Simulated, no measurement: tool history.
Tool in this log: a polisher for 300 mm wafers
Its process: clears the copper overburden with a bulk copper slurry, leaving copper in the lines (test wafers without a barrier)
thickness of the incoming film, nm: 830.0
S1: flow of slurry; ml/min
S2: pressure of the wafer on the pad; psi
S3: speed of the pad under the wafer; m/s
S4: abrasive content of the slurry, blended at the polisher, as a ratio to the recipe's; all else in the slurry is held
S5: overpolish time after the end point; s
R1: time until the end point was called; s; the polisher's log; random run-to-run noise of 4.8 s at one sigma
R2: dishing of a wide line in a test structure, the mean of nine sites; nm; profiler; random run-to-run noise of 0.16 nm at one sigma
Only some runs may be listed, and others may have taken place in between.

run,hour,S1,S2,S3,S4,S5,R1,R2
1,0,295,2.6,0.92,1,10,163.63,36.788
2,1.9,295,2.2,0.92,1,10,189.77,31.269
3,6.3,295,2.5,0.92,1,10,172.69,34.714
4,15.3,295,2.5,0.74,1,10,203.24,29.718
5,21.3,325,2.3,0.7,1.1,9,232.3,24.973
6,26.3,325,2.3,0.52,1.1,9,301.06,19.443
7,34.9,325,2.3,0.52,1.1,9,299.15,19.492
8,41.6,335,1.6,0.78,1.15,4,296.06,8.9195
9,49.1,340,1.5,0.8,1.15,4,303.62,8.9076

Predict the results of run 10:
10,53,340,1.4,0.82,1.2,4,?,?

Run 10 gave R1 321.24 s, R2 8.7327 nm.

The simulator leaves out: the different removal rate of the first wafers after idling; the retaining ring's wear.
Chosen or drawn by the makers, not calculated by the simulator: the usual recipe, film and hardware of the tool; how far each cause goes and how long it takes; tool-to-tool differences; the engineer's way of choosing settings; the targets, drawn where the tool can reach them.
